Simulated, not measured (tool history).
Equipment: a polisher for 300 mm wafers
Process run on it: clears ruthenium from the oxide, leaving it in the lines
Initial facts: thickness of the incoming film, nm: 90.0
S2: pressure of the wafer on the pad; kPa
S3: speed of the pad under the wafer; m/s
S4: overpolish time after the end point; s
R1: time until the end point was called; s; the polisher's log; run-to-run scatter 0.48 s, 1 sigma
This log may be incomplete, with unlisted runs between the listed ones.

{"run": 1, "hour": 0.0, "flow of slurry (ml/min)": 280, "S2": 13.8, "S3": 0.96, "S4": 40, "R1": 80.848}
{"run": 2, "hour": 8.0, "flow of slurry (ml/min)": 280, "S2": 10.3, "S3": 0.96, "S4": 40, "R1": 98.836}
{"run": 3, "hour": 13.5, "flow of slurry (ml/min)": 280, "S2": 10.3, "S3": 1.14, "S4": 40, "R1": 83.257}
{"run": 4, "hour": 15.3, "flow of slurry (ml/min)": 280, "S2": 13.1, "S3": 1.14, "S4": 40, "R1": 71.026}
{"run": 5, "hour": 20.4, "flow of slurry (ml/min)": 280, "S2": 11.0, "S3": 1.14, "S4": 40, "R1": 80.717}
{"run": 6, "hour": 27.5, "flow of slurry (ml/min)": 280, "S2": 13.1, "S3": 1.14, "S4": 40, "R1": 70.995}
{"run": 7, "hour": 33.5, "flow of slurry (ml/min)": 280, "S2": 13.1, "S3": 1.14, "S4": 40, "R1": 71.668}
{"run": 8, "hour": 39.4, "flow of slurry (ml/min)": 280, "S2": 15.2, "S3": 1.14, "S4": 40, "R1": 65.226}
{"run": 9, "hour": 43.7, "flow of slurry (ml/min)": 280, "S2": 16.5, "S3": 1.14, "S4": 40, "R1": 59.721}

What will run 10 give?
{"run": 10, "hour": 50.3, "flow of slurry (ml/min)": 280, "S2": 17.2, "S3": 1.14, "S4": 40, "R1": "?"}

R1: 58.849 s
